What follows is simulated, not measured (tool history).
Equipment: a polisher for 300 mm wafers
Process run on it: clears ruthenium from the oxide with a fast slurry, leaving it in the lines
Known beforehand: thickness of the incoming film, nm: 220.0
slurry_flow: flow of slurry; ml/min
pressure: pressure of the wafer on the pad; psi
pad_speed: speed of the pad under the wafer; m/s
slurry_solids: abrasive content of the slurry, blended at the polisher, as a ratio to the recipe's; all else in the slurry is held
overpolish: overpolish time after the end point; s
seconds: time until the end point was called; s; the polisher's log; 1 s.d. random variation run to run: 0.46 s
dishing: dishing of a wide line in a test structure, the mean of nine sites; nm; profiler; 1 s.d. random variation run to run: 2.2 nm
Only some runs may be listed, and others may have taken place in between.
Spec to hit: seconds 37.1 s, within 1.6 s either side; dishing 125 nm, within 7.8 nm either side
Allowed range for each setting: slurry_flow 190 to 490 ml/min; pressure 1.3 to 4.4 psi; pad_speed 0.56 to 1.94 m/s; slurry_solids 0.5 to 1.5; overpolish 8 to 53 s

{"run": 1, "day": 0.0, "slurry_flow": 315, "pressure": 2.8, "pad_speed": 1.24, "slurry_solids": 1, "overpolish": 27, "seconds": 49.547, "dishing": 86.618}
{"run": 2, "day": 0.125, "slurry_flow": 315, "pressure": 2.1, "pad_speed": 1.24, "slurry_solids": 1, "overpolish": 27, "seconds": 63.721, "dishing": 69.908}
{"run": 3, "day": 0.383, "slurry_flow": 315, "pressure": 2.1, "pad_speed": 1.5, "slurry_solids": 1, "overpolish": 27, "seconds": 53.723, "dishing": 82.001}
{"run": 4, "day": 0.492, "slurry_flow": 315, "pressure": 2.1, "pad_speed": 1.5, "slurry_solids": 1, "overpolish": 18, "seconds": 53.981, "dishing": 61.115}
{"run": 5, "day": 0.754, "slurry_flow": 315, "pressure": 2.1, "pad_speed": 1.5, "slurry_solids": 1, "overpolish": 11, "seconds": 53.869, "dishing": 39.206}
{"run": 6, "day": 0.908, "slurry_flow": 315, "pressure": 2.1, "pad_speed": 1.5, "slurry_solids": 0.9, "overpolish": 11, "seconds": 58.546, "dishing": 37.235}
{"run": 7, "day": 1.217, "slurry_flow": 315, "pressure": 2.3, "pad_speed": 1.52, "slurry_solids": 0.9, "overpolish": 16, "seconds": 52.732, "dishing": 56.888}
{"run": 8, "day": 1.588, "slurry_flow": 310, "pressure": 2.6, "pad_speed": 1.54, "slurry_solids": 0.85, "overpolish": 18, "seconds": 48.045, "dishing": 63.798}
{"run": 9, "day": 1.712, "slurry_flow": 310, "pressure": 2.8, "pad_speed": 1.56, "slurry_solids": 0.85, "overpolish": 21, "seconds": 44.774, "dishing": 80.482}
{"run": 10, "day": 2.046, "slurry_flow": 310, "pressure": 3, "pad_speed": 1.56, "slurry_solids": 0.85, "overpolish": 22, "seconds": 42.2, "dishing": 87.634}

Which single option among these 4 for the next run brings every result within its allowed miss of target? Just one does.
{"run": "A", "day": 2.379, "slurry_flow": 195, "pressure": 2.9, "pad_speed": 1.56, "slurry_solids": 1.35, "overpolish": 11, "seconds": "?", "dishing": "?"}
{"run": "B", "day": 2.379, "slurry_flow": 190, "pressure": 2.8, "pad_speed": 1.76, "slurry_solids": 0.85, "overpolish": 47, "seconds": "?", "dishing": "?"}
{"run": "C", "day": 2.379, "slurry_flow": 305, "pressure": 3.3, "pad_speed": 1.64, "slurry_solids": 0.85, "overpolish": 33, "seconds": "?", "dishing": "?"}
{"run": "D", "day": 2.379, "slurry_flow": 295, "pressure": 2.9, "pad_speed": 1.42, "slurry_solids": 0.85, "overpolish": 18, "seconds": "?", "dishing": "?"}

move=A seconds=34.845 dishing=58.232
move=B seconds=40.99 dishing=141.98
move=C seconds=37.001 dishing=123.89
move=D seconds=47.757 dishing=67.355
A: lands further from the targets than the last run did
B: moves the result that the last run missed by most past its target, out the other side
C: hits every target within its allowed miss
D: lands further from the targets than the last run did
The right move is C.
